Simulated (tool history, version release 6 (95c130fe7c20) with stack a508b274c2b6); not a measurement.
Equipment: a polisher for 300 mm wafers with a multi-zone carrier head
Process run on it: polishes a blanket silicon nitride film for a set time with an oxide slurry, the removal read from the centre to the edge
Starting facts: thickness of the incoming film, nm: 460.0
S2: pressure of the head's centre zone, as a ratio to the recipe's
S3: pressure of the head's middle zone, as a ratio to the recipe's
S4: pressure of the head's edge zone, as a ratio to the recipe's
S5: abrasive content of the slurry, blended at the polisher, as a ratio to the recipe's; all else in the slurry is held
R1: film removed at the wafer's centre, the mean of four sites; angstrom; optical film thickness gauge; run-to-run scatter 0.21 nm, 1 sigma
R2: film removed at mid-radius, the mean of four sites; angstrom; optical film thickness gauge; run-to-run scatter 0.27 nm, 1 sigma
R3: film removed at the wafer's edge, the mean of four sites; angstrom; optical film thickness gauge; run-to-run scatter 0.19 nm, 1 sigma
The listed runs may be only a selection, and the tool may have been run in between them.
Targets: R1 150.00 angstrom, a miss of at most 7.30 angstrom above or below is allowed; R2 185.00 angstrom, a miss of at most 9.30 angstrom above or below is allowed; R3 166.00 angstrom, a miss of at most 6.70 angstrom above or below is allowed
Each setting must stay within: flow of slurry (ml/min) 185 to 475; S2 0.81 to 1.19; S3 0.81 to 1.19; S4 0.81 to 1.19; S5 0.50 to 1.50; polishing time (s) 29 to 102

{"run": 1, "day": 0.0, "flow of slurry (ml/min)": 305, "S2": 1.0, "S3": 1.0, "S4": 1.0, "S5": 1.0, "polishing time (s)": 65, "R1": 312.44, "R2": 289.32, "R3": 286.18}
{"run": 2, "day": 0.067, "flow of slurry (ml/min)": 305, "S2": 1.0, "S3": 1.0, "S4": 1.0, "S5": 1.2, "polishing time (s)": 65, "R1": 336.46, "R2": 315.07, "R3": 308.6}
{"run": 3, "day": 0.321, "flow of slurry (ml/min)": 300, "S2": 0.95, "S3": 1.03, "S4": 0.99, "S5": 1.05, "polishing time (s)": 59, "R1": 269.12, "R2": 277.72, "R3": 261.62}
{"run": 4, "day": 0.638, "flow of slurry (ml/min)": 300, "S2": 0.95, "S3": 1.09, "S4": 0.99, "S5": 1.05, "polishing time (s)": 59, "R1": 276.94, "R2": 289.07, "R3": 260.12}
{"run": 5, "day": 0.696, "flow of slurry (ml/min)": 295, "S2": 0.92, "S3": 1.08, "S4": 0.98, "S5": 0.9, "polishing time (s)": 56, "R1": 234.59, "R2": 250.94, "R3": 225.62}
{"run": 6, "day": 0.875, "flow of slurry (ml/min)": 285, "S2": 0.89, "S3": 1.09, "S4": 1.0, "S5": 0.8, "polishing time (s)": 54, "R1": 205.77, "R2": 231.08, "R3": 206.55}
{"run": 7, "day": 0.933, "flow of slurry (ml/min)": 280, "S2": 0.87, "S3": 1.09, "S4": 1.01, "S5": 0.7, "polishing time (s)": 53, "R1": 183.81, "R2": 213.26, "R3": 191.71}
{"run": 8, "day": 1.012, "flow of slurry (ml/min)": 275, "S2": 0.85, "S3": 1.09, "S4": 1.01, "S5": 0.65, "polishing time (s)": 53, "R1": 165.71, "R2": 197.14, "R3": 184.94}
{"run": 9, "day": 1.362, "flow of slurry (ml/min)": 275, "S2": 0.84, "S3": 1.09, "S4": 0.99, "S5": 0.65, "polishing time (s)": 53, "R1": 162.25, "R2": 200.86, "R3": 185.99}
{"run": 10, "day": 1.575, "flow of slurry (ml/min)": 280, "S2": 0.87, "S3": 1.1, "S4": 0.95, "S5": 0.5, "polishing time (s)": 51, "R1": 146.75, "R2": 164.89, "R3": 147.33}
{"run": 11, "day": 1.775, "flow of slurry (ml/min)": 280, "S2": 0.86, "S3": 1.11, "S4": 0.97, "S5": 0.5, "polishing time (s)": 51, "R1": 141.79, "R2": 166.99, "R3": 146.16}
{"run": 12, "day": 1.888, "flow of slurry (ml/min)": 280, "S2": 0.86, "S3": 1.11, "S4": 0.99, "S5": 0.5, "polishing time (s)": 51, "R1": 140.51, "R2": 166.89, "R3": 150.01}
{"run": 13, "day": 2.183, "flow of slurry (ml/min)": 280, "S2": 0.86, "S3": 1.11, "S4": 1.0, "S5": 0.5, "polishing time (s)": 51, "R1": 142.74, "R2": 168.0, "R3": 152.01}
{"run": 14, "day": 2.45, "flow of slurry (ml/min)": 280, "S2": 0.86, "S3": 1.12, "S4": 1.01, "S5": 0.5, "polishing time (s)": 51, "R1": 140.07, "R2": 169.5, "R3": 150.65}
{"run": 15, "day": 2.546, "flow of slurry (ml/min)": 280, "S2": 0.86, "S3": 1.12, "S4": 1.02, "S5": 0.5, "polishing time (s)": 51, "R1": 140.53, "R2": 169.38, "R3": 150.78}
{"day": 2.633, "done": "centre zone pressure recalibrated"}
{"run": 16, "day": 2.633, "flow of slurry (ml/min)": 275, "S2": 0.85, "S3": 1.12, "S4": 1.03, "S5": 0.55, "polishing time (s)": 51, "R1": 132.68, "R2": 180.31, "R3": 163.84}
{"run": 17, "day": 2.946, "flow of slurry (ml/min)": 290, "S2": 0.86, "S3": 1.12, "S4": 1.03, "S5": 0.55, "polishing time (s)": 51, "R1": 137.4, "R2": 182.98, "R3": 163.59}
{"run": 18, "day": 3.046, "flow of slurry (ml/min)": 285, "S2": 0.86, "S3": 1.12, "S4": 1.03, "S5": 0.55, "polishing time (s)": 51, "R1": 140.59, "R2": 182.27, "R3": 161.91}

Of the 4 settings listed for the next run, only one would bring every result within its allowed miss of target. Which one?
{"run": "A", "day": 3.146, "flow of slurry (ml/min)": 315, "S2": 0.88, "S3": 1.01, "S4": 0.97, "S5": 0.5, "polishing time (s)": 53, "R1": "?", "R2": "?", "R3": "?"}
{"run": "B", "day": 3.146, "flow of slurry (ml/min)": 285, "S2": 1.01, "S3": 1.19, "S4": 0.97, "S5": 0.95, "polishing time (s)": 36, "R1": "?", "R2": "?", "R3": "?"}
{"run": "C", "day": 3.146, "flow of slurry (ml/min)": 275, "S2": 0.9, "S3": 1.12, "S4": 1.01, "S5": 0.6, "polishing time (s)": 51, "R1": "?", "R2": "?", "R3": "?"}
{"run": "D", "day": 3.146, "flow of slurry (ml/min)": 290, "S2": 0.88, "S3": 1.13, "S4": 1.05, "S5": 0.6, "polishing time (s)": 47, "R1": "?", "R2": "?", "R3": "?"}

move=A R1=138.03 R2=166.06 R3=157.20
move=B R1=151.80 R2=182.73 R3=150.46
move=C R1=149.46 R2=192.07 R3=170.15
move=D R1=135.57 R2=179.47 R3=160.54
A: lands further from the targets than the last run did
B: gets the furthest-off result to its target, but another result is out of tolerance
C: all results land within tolerance of their targets
D: lands further from the targets than the last run did
Go with C: it meets all targets.

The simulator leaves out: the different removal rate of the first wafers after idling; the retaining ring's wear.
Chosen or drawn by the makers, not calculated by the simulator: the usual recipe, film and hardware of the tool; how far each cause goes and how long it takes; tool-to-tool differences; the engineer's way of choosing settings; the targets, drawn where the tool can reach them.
